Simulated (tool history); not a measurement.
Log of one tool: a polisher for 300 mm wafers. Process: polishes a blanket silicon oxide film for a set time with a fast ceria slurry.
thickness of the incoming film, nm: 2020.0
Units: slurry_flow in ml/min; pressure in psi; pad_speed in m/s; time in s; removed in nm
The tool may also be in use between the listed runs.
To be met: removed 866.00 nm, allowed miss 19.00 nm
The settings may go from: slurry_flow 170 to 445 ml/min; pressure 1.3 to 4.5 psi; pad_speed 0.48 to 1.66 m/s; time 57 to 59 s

run  hour  slurry_flow  pressure  pad_speed  time  removed
  1   0.0          285       2.9       1.06    57  1024.60
  2   0.9          280       2.8       1.06    57   987.83
  3   4.9          280       2.8       1.06    59  1032.00
  4   6.5          340       2.8       1.06    59  1058.30
      8.4  -- worn pad replaced by a new one
  5   8.4          330       2.7       1.06    59  1159.40
  6  11.0          330       3.1       1.06    59  1263.10
  7  13.5          330       3.1       1.06    59  1271.50
  8  17.5          300       2.3       1.06    59  1033.30

Which of these 5 next moves meets every target?
  A  21.5          280       2.1       1.02    58        ?
  B  21.5          285       1.9       1.00    58        ?
  C  21.5          240       3.4       0.72    57        ?
  D  21.5          300       2.1       1.02    57        ?
  E  21.5          215       2.4       0.98    57        ?

move  removed
   A   917.86
   B   855.09
   C   906.56
   D   908.39
   E   913.67
A: nearer than the last run, and not there yet
B: meets every target
C: nearer than the last run, and not there yet
D: nearer than the last run, and not there yet
E: nearer than the last run, and not there yet
Answer: B

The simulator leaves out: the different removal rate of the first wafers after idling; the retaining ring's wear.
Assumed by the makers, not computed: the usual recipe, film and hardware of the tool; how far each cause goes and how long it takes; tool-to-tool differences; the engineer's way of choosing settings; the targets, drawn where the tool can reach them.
